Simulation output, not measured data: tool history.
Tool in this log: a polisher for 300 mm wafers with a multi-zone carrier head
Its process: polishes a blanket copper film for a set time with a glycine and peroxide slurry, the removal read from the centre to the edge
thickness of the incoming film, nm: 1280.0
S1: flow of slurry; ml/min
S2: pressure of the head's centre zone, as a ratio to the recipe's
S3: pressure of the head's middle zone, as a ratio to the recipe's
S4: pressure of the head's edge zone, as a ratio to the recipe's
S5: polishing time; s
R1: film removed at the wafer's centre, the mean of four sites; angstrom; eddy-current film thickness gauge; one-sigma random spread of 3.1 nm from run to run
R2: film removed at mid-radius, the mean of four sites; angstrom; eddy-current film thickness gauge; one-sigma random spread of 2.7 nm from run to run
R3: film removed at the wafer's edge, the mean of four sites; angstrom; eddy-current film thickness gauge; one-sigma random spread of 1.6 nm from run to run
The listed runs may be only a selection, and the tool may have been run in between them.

Run 1, day 0.000: S1 120 ml/min, S2 1.00, S3 1.00, S4 1.00, S5 81 s. Result: R1 3692.0 angstrom, R2 3614.0 angstrom, R3 3796.0 angstrom.
Run 2, day 0.354: S1 120 ml/min, S2 1.00, S3 1.03, S4 1.00, S5 81 s. Result: R1 3690.4 angstrom, R2 3738.5 angstrom, R3 3834.8 angstrom.
Run 3, day 0.508: S1 120 ml/min, S2 1.03, S3 1.01, S4 0.95, S5 74 s. Result: R1 3449.6 angstrom, R2 3324.9 angstrom, R3 3404.0 angstrom.
Run 4, day 0.629: S1 115 ml/min, S2 1.06, S3 1.01, S4 0.91, S5 70 s. Result: R1 3271.7 angstrom, R2 3168.4 angstrom, R3 3127.8 angstrom.
Run 5, day 0.754: S1 110 ml/min, S2 1.09, S3 0.99, S4 0.88, S5 67 s. Result: R1 3243.7 angstrom, R2 2935.7 angstrom, R3 2952.5 angstrom.
Run 6, day 0.858: S1 110 ml/min, S2 1.09, S3 0.99, S4 0.96, S5 67 s. Result: R1 3256.9 angstrom, R2 2937.5 angstrom, R3 3038.0 angstrom.
Run 7, day 1.212: S1 105 ml/min, S2 1.11, S3 0.99, S4 0.93, S5 65 s. Result: R1 3139.5 angstrom, R2 2800.2 angstrom, R3 2901.9 angstrom.
At day 1.271: edge zone pressure recalibrated.
Run 8, day 1.271: S1 100 ml/min, S2 1.13, S3 0.99, S4 0.90, S5 63 s. Result: R1 3061.8 angstrom, R2 2695.4 angstrom, R3 2590.2 angstrom.

Run 9 has not been measured yet. What should we expect?
Run 9, day 1.358: S1 95 ml/min, S2 1.13, S3 0.98, S4 0.90, S5 63 s. Result: R1 ?, R2 ?, R3 ?.

{"run 9": {"R1": 3010.7, "R2": 2657.7, "R3": 2567.0}}
